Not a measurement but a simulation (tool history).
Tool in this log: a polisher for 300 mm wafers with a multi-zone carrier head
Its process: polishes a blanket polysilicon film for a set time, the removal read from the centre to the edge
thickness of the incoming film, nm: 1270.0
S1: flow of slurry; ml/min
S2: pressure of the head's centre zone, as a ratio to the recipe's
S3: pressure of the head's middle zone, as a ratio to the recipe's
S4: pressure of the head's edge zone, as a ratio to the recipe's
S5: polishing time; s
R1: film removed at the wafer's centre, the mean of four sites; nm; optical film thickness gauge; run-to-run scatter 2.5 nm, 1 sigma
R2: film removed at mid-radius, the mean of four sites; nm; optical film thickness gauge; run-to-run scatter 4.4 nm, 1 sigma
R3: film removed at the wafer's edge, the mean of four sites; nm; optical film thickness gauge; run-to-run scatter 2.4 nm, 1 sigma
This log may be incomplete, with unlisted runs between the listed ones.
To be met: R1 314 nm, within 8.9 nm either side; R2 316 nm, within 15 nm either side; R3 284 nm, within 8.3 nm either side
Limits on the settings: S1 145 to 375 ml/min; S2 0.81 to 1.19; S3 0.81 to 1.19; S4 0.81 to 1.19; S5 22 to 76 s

run  hour   S1    S2    S3    S4  S5      R1      R2      R3
  1     0  240     1     1     1  49  431.14   444.1  444.23
  2   3.3  240  1.01     1  0.98  47   422.9  424.32   425.4
  3  12.2  240  1.01     1  0.98  54  484.54  470.47   480.2
  4  15.8  240  1.01     1  0.98  61  538.88   554.5  545.07
  5  20.1  240  1.01  1.01  0.96  57   506.1  519.85  507.19
  6  23.6  245  1.02  1.02  0.95  53  473.68  482.55  457.94
  7  26.2  245  1.02  1.02  0.94  50   444.8  464.17  443.11
  8  26.9  245  1.03  1.02  0.93  47  420.08  435.33  411.41
  9  29.5  245  1.04  1.02  0.92  45  411.77   410.8  390.97
 10  32.9  245  1.04  1.02  0.92  45  410.63  410.02  394.74
 11  38.5  245  1.05  1.03  0.91  43  401.43  401.89  370.66
     43.5  -- edge zone pressure recalibrated
 12  43.5  240  1.05  1.03   0.9  42   386.2  387.98  355.49
 13  45.1  230  1.05  1.02  0.89  41  377.75  371.09  345.43
 14  47.1  220  1.02  1.03  0.81  32  284.92  293.49  252.58
 15  50.9  230  1.02  1.03  0.82  32  283.58  294.48  255.98
 16  58.6  240  1.03  1.03  0.83  32  291.32  292.99  262.85
 17  64.4  245  1.03  1.04  0.83  32  287.72  298.34  264.56
 18  69.8  250  1.04  1.04  0.83  32   293.2  305.56  258.63
 19  75.6  250  1.04  1.04  0.84  32   292.5   299.9  262.58

Which one of the following 5 next-run settings gets every result inside its allowed miss? There is exactly one.
  A  81.4  285  1.09  0.91  0.96  33   ?   ?   ?
  B  81.4  175  0.96  1.08  0.98  37   ?   ?   ?
  C  81.4  260  1.08  0.93  0.85  35   ?   ?   ?
  D  81.4  175  1.12     1  0.86  32   ?   ?   ?
  E  81.4  265  1.03  1.01  0.84  34   ?   ?   ?

move      R1      R2      R3
   A  321.48  275.88  289.27
   B  299.71  339.42  313.92
   C  334.66  295.45  289.77
   D  302.58  274.79  257.39
   E  310.75  308.26  280.26
A: gets the furthest-off result to its target, but another result is out of tolerance
B: pushes the last run's worst result past its target
C: gets the furthest-off result to its target, but another result is out of tolerance
D: misses by more than the last run did
E: all results land within tolerance of their targets
E is the move that brings every result within its allowed miss.
